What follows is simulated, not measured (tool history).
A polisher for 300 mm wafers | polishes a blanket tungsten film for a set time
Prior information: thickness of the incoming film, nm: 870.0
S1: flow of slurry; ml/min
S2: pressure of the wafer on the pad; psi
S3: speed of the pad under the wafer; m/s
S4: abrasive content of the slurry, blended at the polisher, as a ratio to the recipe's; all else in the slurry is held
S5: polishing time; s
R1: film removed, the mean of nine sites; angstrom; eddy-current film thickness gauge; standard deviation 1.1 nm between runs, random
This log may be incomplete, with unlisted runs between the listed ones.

{"run": 1, "day": 0.0, "S1": 255, "S2": 2.8, "S3": 1.1, "S4": 1, "S5": 59, "R1": 2054.6}
{"run": 2, "day": 0.142, "S1": 255, "S2": 2.5, "S3": 1.1, "S4": 1, "S5": 59, "R1": 1833.3}
{"run": 3, "day": 0.217, "S1": 310, "S2": 2.5, "S3": 1.1, "S4": 1, "S5": 59, "R1": 1914}
{"run": 4, "day": 0.246, "S1": 300, "S2": 2.3, "S3": 1.1, "S4": 1, "S5": 59, "R1": 1728}
{"run": 5, "day": 0.525, "S1": 295, "S2": 2.1, "S3": 1.1, "S4": 1, "S5": 59, "R1": 1580.8}
{"run": 6, "day": 0.571, "S1": 285, "S2": 2, "S3": 1.1, "S4": 1, "S5": 59, "R1": 1497.5}
{"run": 7, "day": 0.692, "S1": 275, "S2": 1.9, "S3": 1.1, "S4": 1, "S5": 59, "R1": 1404.1}
{"run": 8, "day": 0.846, "S1": 260, "S2": 1.9, "S3": 1.1, "S4": 1, "S5": 59, "R1": 1416.2}

Run 9, settings as shown, results not yet in. Your forecast:
{"run": 9, "day": 1.175, "S1": 255, "S2": 1.8, "S3": 1.1, "S4": 1, "S5": 59, "R1": "?"}

Logged for run 9: R1 1347 angstrom.

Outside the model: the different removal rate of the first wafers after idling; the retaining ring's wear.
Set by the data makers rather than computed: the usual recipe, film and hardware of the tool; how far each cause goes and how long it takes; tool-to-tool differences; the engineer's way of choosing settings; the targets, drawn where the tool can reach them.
